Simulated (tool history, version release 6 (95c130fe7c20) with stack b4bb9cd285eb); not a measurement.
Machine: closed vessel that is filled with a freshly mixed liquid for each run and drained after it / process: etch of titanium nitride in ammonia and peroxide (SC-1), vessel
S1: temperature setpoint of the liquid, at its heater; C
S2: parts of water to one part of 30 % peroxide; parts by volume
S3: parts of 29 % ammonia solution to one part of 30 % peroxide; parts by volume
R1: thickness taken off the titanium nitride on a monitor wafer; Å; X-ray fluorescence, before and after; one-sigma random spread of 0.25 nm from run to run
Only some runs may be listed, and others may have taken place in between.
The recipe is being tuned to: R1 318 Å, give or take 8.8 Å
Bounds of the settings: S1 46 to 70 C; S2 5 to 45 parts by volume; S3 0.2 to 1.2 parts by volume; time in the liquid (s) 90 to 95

Run 1, hour 0: S1 62 C, S2 25 parts by volume, S3 0.75 parts by volume, time in the liquid (s) 90. Result: R1 152.63 Å.
Run 2, hour 6.2: S1 62 C, S2 20 parts by volume, S3 0.75 parts by volume, time in the liquid (s) 90. Result: R1 174.47 Å.
Run 3, hour 7.7: S1 62 C, S2 20 parts by volume, S3 0.75 parts by volume, time in the liquid (s) 90. Result: R1 173.84 Å.
Run 4, hour 11.7: S1 64.5 C, S2 19 parts by volume, S3 0.75 parts by volume, time in the liquid (s) 90. Result: R1 213.24 Å.
Run 5, hour 17.2: S1 66.5 C, S2 18.5 parts by volume, S3 0.75 parts by volume, time in the liquid (s) 90. Result: R1 240.49 Å.
Run 6, hour 18.9: S1 66.5 C, S2 24.5 parts by volume, S3 0.75 parts by volume, time in the liquid (s) 90. Result: R1 209.22 Å.
Run 7, hour 23.5: S1 67.5 C, S2 22 parts by volume, S3 0.75 parts by volume, time in the liquid (s) 90. Result: R1 235.49 Å.
Run 8, hour 28.2: S1 68.5 C, S2 20 parts by volume, S3 0.75 parts by volume, time in the liquid (s) 90. Result: R1 260.44 Å.
Run 9, hour 33: S1 68.5 C, S2 20 parts by volume, S3 0.75 parts by volume, time in the liquid (s) 90. Result: R1 264.55 Å.

4 candidate next runs follow, results not yet known. Just one meets every target within its allowed miss. Identify it.
Run A, hour 37.8: S1 69.5 C, S2 23.5 parts by volume, S3 1 parts by volume, time in the liquid (s) 95. Result: R1 ?.
Run B, hour 37.8: S1 68.5 C, S2 16 parts by volume, S3 1 parts by volume, time in the liquid (s) 95. Result: R1 ?.
Run C, hour 37.8: S1 69 C, S2 16.5 parts by volume, S3 0.7 parts by volume, time in the liquid (s) 95. Result: R1 ?.
Run D, hour 37.8: S1 70 C, S2 21.5 parts by volume, S3 0.75 parts by volume, time in the liquid (s) 95. Result: R1 ?.

move      R1
   A  287.87
   B   333.4
   C  318.15
   D  296.29
A: nearer the targets than the last run, but a result is still out of spec
B: moves the result that the last run missed by most past its target, out the other side
C: every result within its allowed miss
D: nearer the targets than the last run, but a result is still out of spec
So the answer is move C, the one that meets all the targets.

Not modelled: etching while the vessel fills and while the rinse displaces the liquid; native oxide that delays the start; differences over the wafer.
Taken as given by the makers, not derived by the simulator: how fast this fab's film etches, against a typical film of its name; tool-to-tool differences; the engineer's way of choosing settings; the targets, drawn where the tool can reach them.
